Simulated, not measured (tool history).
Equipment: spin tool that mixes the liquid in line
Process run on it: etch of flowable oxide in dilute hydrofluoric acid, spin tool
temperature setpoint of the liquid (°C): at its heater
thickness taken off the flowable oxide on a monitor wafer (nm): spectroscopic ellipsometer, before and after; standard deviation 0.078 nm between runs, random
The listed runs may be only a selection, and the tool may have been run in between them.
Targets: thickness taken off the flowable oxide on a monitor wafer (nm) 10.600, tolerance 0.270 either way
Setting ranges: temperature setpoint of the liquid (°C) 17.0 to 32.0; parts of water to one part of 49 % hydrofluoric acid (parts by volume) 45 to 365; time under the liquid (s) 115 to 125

run,hour,temperature setpoint of the liquid (°C),parts of water to one part of 49 % hydrofluoric acid (parts by volume),time under the liquid (s),thickness taken off the flowable oxide on a monitor wafer (nm)
1,0.0,24.0,205,115,15.947
2,2.6,21.0,205,115,14.336
3,4.4,20.5,210,115,13.441
4,6.7,20.5,175,115,17.068
5,12.2,23.0,175,115,18.739
# hour 13.9: thermometer replaced
6,13.9,22.0,185,115,16.066
7,19.6,21.5,190,115,15.348
8,21.1,21.0,195,115,14.669
9,27.1,20.5,200,115,13.840

Exercise: of the 4 proposed moves below, exactly one satisfies all targets within the stated allowed misses. Which move is it?
A,33.1,19.0,250,115,?
B,33.1,21.5,255,115,?
C,33.1,19.0,205,115,?
D,33.1,17.5,235,115,?

move,thickness taken off the flowable oxide on a monitor wafer (nm)
A,10.069
B,10.787
C,12.805
D,10.249
A: takes the biggest miss from the last run beyond its target
B: all results in spec
C: nearer the targets than the last run, but a result is still out of spec
D: takes the biggest miss from the last run beyond its target
The move that meets every target is B.

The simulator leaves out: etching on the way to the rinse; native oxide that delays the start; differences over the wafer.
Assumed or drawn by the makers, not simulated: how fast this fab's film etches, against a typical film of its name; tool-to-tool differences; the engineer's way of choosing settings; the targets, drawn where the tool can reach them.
